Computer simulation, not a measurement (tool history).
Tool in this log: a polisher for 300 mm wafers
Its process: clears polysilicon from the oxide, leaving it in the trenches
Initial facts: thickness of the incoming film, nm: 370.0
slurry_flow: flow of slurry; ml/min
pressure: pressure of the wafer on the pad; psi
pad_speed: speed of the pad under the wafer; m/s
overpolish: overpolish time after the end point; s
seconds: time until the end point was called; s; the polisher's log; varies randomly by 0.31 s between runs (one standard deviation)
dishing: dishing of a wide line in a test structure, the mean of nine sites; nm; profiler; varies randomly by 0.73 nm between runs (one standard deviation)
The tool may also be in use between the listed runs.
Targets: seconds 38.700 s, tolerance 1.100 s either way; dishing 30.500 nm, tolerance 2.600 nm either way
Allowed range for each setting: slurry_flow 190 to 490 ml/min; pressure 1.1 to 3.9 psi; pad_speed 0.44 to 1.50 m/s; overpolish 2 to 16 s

run 1 hour=0.0 | slurry_flow=315 pressure=2.5 pad_speed=0.96 overpolish=8 | seconds=31.640 dishing=31.722
run 2 hour=1.9 | slurry_flow=315 pressure=2.5 pad_speed=0.96 overpolish=5 | seconds=31.879 dishing=25.416
run 3 hour=10.5 | slurry_flow=315 pressure=2.5 pad_speed=0.96 overpolish=2 | seconds=31.711 dishing=15.185
run 4 hour=19.3 | slurry_flow=315 pressure=2.0 pad_speed=0.96 overpolish=2 | seconds=39.383 dishing=12.835
run 5 hour=28.2 | slurry_flow=315 pressure=2.0 pad_speed=0.96 overpolish=2 | seconds=39.302 dishing=13.107
run 6 hour=35.0 | slurry_flow=315 pressure=2.0 pad_speed=0.96 overpolish=3 | seconds=39.360 dishing=17.042
run 7 hour=36.2 | slurry_flow=315 pressure=2.0 pad_speed=0.96 overpolish=4 | seconds=39.327 dishing=20.418
run 8 hour=43.3 | slurry_flow=315 pressure=2.0 pad_speed=0.96 overpolish=6 | seconds=39.817 dishing=26.757
run 9 hour=49.4 | slurry_flow=315 pressure=2.0 pad_speed=0.96 overpolish=7 | seconds=39.602 dishing=27.622

Next run, 5 choices. One meets every target within its allowed miss, the rest don't. Which?
run A hour=55.5 | slurry_flow=430 pressure=1.9 pad_speed=1.02 overpolish=11 | seconds=? dishing=?
run B hour=55.5 | slurry_flow=220 pressure=1.8 pad_speed=1.16 overpolish=6 | seconds=? dishing=?
run C hour=55.5 | slurry_flow=290 pressure=1.9 pad_speed=1.02 overpolish=5 | seconds=? dishing=?
run D hour=55.5 | slurry_flow=345 pressure=2.1 pad_speed=1.00 overpolish=6 | seconds=? dishing=?
run E hour=55.5 | slurry_flow=295 pressure=2.5 pad_speed=0.80 overpolish=5 | seconds=? dishing=?

move=A seconds=38.433 dishing=30.883
move=B seconds=38.077 dishing=25.587
move=C seconds=39.529 dishing=23.028
move=D seconds=36.043 dishing=26.192
move=E seconds=37.452 dishing=23.673
A: each result inside its tolerance
B: the biggest miss grows against the last run
C: the biggest miss grows against the last run
D: the biggest miss grows against the last run
E: the biggest miss grows against the last run
The right move is A.

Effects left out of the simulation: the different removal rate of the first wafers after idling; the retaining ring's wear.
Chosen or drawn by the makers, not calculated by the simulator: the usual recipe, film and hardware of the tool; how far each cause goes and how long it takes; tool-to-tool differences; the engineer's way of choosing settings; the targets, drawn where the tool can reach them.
